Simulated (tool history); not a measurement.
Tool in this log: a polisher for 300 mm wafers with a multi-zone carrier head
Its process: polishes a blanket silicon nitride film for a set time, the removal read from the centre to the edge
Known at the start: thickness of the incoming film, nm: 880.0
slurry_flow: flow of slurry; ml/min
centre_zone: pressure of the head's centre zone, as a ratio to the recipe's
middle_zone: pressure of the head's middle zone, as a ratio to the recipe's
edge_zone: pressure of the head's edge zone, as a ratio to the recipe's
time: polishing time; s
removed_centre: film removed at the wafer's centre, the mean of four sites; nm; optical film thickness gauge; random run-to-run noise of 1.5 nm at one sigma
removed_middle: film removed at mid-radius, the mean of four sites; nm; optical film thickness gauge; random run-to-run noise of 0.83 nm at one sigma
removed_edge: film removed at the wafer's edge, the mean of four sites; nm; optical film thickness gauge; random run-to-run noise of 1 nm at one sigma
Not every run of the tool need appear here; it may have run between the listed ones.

run 1 hour=0.0 | slurry_flow=220 centre_zone=1.00 middle_zone=1.00 edge_zone=1.00 time=67 | removed_centre=166.33 removed_middle=167.60 removed_edge=165.21
run 2 hour=7.0 | slurry_flow=220 centre_zone=1.00 middle_zone=1.00 edge_zone=1.00 time=56 | removed_centre=136.34 removed_middle=141.75 removed_edge=137.88
run 3 hour=13.6 | slurry_flow=185 centre_zone=1.00 middle_zone=1.00 edge_zone=1.00 time=56 | removed_centre=135.96 removed_middle=136.94 removed_edge=136.30
run 4 hour=15.5 | slurry_flow=185 centre_zone=0.98 middle_zone=0.99 edge_zone=0.98 time=55 | removed_centre=131.36 removed_middle=134.44 removed_edge=131.56
run 5 hour=21.9 | slurry_flow=185 centre_zone=0.98 middle_zone=0.99 edge_zone=0.95 time=55 | removed_centre=132.78 removed_middle=134.55 removed_edge=130.55
run 6 hour=25.2 | slurry_flow=180 centre_zone=0.96 middle_zone=0.97 edge_zone=0.94 time=54 | removed_centre=127.01 removed_middle=129.89 removed_edge=126.64
run 7 hour=33.5 | slurry_flow=175 centre_zone=0.94 middle_zone=0.95 edge_zone=0.93 time=53 | removed_centre=121.46 removed_middle=123.74 removed_edge=124.64
run 8 hour=39.5 | slurry_flow=170 centre_zone=0.93 middle_zone=0.95 edge_zone=0.92 time=53 | removed_centre=118.39 removed_middle=123.98 removed_edge=123.20

For run 9, what comes out?
run 9 hour=44.6 | slurry_flow=165 centre_zone=0.92 middle_zone=0.94 edge_zone=0.91 time=53 | removed_centre=? removed_middle=? removed_edge=?

{"run 9": {"removed_centre": 117.76, "removed_middle": 121.77, "removed_edge": 121.38}}
